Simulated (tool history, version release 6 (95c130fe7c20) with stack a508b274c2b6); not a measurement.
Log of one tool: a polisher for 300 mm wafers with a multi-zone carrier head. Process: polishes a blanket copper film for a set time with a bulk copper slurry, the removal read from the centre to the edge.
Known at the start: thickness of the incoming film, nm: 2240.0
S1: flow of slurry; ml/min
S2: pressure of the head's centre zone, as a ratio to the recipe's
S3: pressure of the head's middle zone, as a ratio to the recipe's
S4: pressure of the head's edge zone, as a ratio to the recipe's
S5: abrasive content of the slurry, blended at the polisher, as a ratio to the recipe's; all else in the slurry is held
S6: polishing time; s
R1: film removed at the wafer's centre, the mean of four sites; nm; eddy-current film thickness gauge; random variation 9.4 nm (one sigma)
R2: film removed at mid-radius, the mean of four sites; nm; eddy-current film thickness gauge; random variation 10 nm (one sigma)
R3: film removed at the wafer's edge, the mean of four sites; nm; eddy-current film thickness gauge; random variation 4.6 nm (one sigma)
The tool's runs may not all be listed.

{"run": 1, "hour": 0.0, "S1": 300, "S2": 1.0, "S3": 1.0, "S4": 1.0, "S5": 1.0, "S6": 69, "R1": 614.58, "R2": 602.69, "R3": 569.92}
{"run": 2, "hour": 8.8, "S1": 300, "S2": 0.96, "S3": 1.0, "S4": 1.0, "S5": 1.0, "S6": 69, "R1": 598.27, "R2": 598.54, "R3": 564.48}
{"run": 3, "hour": 10.8, "S1": 300, "S2": 0.96, "S3": 0.94, "S4": 1.0, "S5": 1.0, "S6": 69, "R1": 580.6, "R2": 577.7, "R3": 563.5}
{"run": 4, "hour": 14.4, "S1": 305, "S2": 0.96, "S3": 0.98, "S4": 1.03, "S5": 1.1, "S6": 71, "R1": 606.77, "R2": 632.83, "R3": 598.44}
{"run": 5, "hour": 20.6, "S1": 305, "S2": 0.96, "S3": 0.98, "S4": 0.99, "S5": 1.1, "S6": 71, "R1": 616.1, "R2": 625.96, "R3": 594.89}
{"run": 6, "hour": 22.7, "S1": 305, "S2": 0.96, "S3": 0.98, "S4": 0.99, "S5": 1.1, "S6": 54, "R1": 467.32, "R2": 473.51, "R3": 449.79}
{"run": 7, "hour": 24.6, "S1": 305, "S2": 0.97, "S3": 0.99, "S4": 1.02, "S5": 1.2, "S6": 60, "R1": 529.17, "R2": 531.79, "R3": 515.14}
{"run": 8, "hour": 32.8, "S1": 310, "S2": 0.98, "S3": 1.02, "S4": 1.04, "S5": 1.25, "S6": 64, "R1": 585.62, "R2": 593.55, "R3": 558.41}
{"hour": 33.5, "done": "edge zone pressure recalibrated"}
{"run": 9, "hour": 33.5, "S1": 310, "S2": 0.98, "S3": 1.03, "S4": 1.06, "S5": 1.3, "S6": 67, "R1": 620.36, "R2": 622.25, "R3": 629.4}
{"run": 10, "hour": 41.2, "S1": 310, "S2": 0.98, "S3": 1.03, "S4": 1.06, "S5": 1.3, "S6": 67, "R1": 612.01, "R2": 632.68, "R3": 620.59}

Run 11 comes next. What will it give?
{"run": 11, "hour": 45.7, "S1": 320, "S2": 0.99, "S3": 1.07, "S4": 1.07, "S5": 1.35, "S6": 68, "R1": "?", "R2": "?", "R3": "?"}

{"run 11": {"R1": 625.76, "R2": 672.11, "R3": 641.52}}

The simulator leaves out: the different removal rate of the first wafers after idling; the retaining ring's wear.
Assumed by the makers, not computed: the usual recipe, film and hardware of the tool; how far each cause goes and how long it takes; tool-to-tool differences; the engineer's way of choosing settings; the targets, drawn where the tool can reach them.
